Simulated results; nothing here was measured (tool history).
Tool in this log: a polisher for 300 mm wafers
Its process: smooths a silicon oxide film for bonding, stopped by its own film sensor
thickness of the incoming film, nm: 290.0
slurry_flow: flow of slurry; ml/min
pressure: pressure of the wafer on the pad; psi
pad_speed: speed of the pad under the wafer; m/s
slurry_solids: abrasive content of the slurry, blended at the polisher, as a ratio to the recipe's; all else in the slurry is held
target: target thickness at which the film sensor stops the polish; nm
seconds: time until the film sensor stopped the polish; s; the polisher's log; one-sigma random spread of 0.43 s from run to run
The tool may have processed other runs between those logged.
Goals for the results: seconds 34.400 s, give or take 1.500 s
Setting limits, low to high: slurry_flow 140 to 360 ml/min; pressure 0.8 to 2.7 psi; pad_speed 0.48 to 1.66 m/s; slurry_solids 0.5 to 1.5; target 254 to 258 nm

run  hour  slurry_flow  pressure  pad_speed  slurry_solids  target  seconds
  1   0.0          230       1.7       1.06            1.0     254   66.507
  2   8.1          230       1.9       1.08            1.0     254   59.843
  3   8.9          230       1.9       1.08            1.0     258   53.127
  4  11.5          230       1.7       1.08            1.0     258   59.409
  5  18.7          230       1.9       1.10            1.0     258   52.003
  6  25.0          230       2.2       1.10            1.0     258   45.565
  7  31.7          230       2.3       1.12            1.0     258   42.205
  8  39.5          230       2.4       1.12            1.0     258   41.592
  9  41.7          230       2.5       1.14            1.0     258   38.508
 10  42.7          230       2.6       1.16            1.0     258   37.556
 11  46.6          230       2.6       1.18            1.0     258   36.929
 12  48.9          230       2.6       1.20            1.0     258   36.163

Of the 4 settings listed for the next run, only one would bring every result within its allowed miss of target. Which one?
  A  51.2          240       2.5       1.24            1.0     257        ?
  B  51.2          220       2.5       1.20            1.0     257        ?
  C  51.2          210       2.5       1.12            1.2     255        ?
  D  51.2          240       2.5       1.28            1.1     258        ?

move  seconds
   A   38.073
   B   39.191
   C   39.675
   D   34.445
A: misses by more than the last run did
B: misses by more than the last run did
C: misses by more than the last run did
D: meets every target
The move that meets every target is D.
